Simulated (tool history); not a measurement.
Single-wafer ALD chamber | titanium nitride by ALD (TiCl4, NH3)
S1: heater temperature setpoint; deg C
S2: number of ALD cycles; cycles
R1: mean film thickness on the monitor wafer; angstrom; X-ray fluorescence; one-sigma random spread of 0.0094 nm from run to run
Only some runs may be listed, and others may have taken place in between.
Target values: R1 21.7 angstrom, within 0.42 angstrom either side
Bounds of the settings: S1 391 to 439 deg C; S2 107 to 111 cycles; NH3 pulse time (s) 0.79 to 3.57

run 1 hour=0 | S1=415 S2=107 NH3_pulse_time_(s)=2.18 | R1=24.025
run 2 hour=7.4 | S1=415 S2=107 NH3_pulse_time_(s)=1.6 | R1=23.449
run 3 hour=16.1 | S1=410 S2=107 NH3_pulse_time_(s)=1.43 | R1=23.424
run 4 hour=18.5 | S1=416 S2=107 NH3_pulse_time_(s)=1.29 | R1=23.248
run 5 hour=22 | S1=421 S2=107 NH3_pulse_time_(s)=1.18 | R1=22.834
run 6 hour=27.8 | S1=421 S2=111 NH3_pulse_time_(s)=1.18 | R1=23.827
run 7 hour=32.8 | S1=425 S2=110 NH3_pulse_time_(s)=1.1 | R1=23.57
run 8 hour=36.2 | S1=413 S2=107 NH3_pulse_time_(s)=0.79 | R1=18.115
run 9 hour=41.5 | S1=417 S2=107 NH3_pulse_time_(s)=0.79 | R1=18.704
run 10 hour=43.5 | S1=421 S2=107 NH3_pulse_time_(s)=0.79 | R1=18.812
run 11 hour=51.8 | S1=423 S2=108 NH3_pulse_time_(s)=0.8 | R1=19.744

Exercise: of the 4 proposed moves below, exactly one satisfies all targets within the stated allowed misses. Which move is it?
run A hour=60.1 | S1=427 S2=110 NH3_pulse_time_(s)=0.98 | R1=?
run B hour=60.1 | S1=419 S2=110 NH3_pulse_time_(s)=1.05 | R1=?
run C hour=60.1 | S1=409 S2=107 NH3_pulse_time_(s)=0.79 | R1=?
run D hour=60.1 | S1=426 S2=109 NH3_pulse_time_(s)=0.88 | R1=?

move=A R1=22.976
move=B R1=23.135
move=C R1=18.002
move=D R1=21.821
A: takes the biggest miss from the last run beyond its target
B: takes the biggest miss from the last run beyond its target
C: the biggest miss grows against the last run
D: all results land within tolerance of their targets
D is the move that brings every result within its allowed miss.
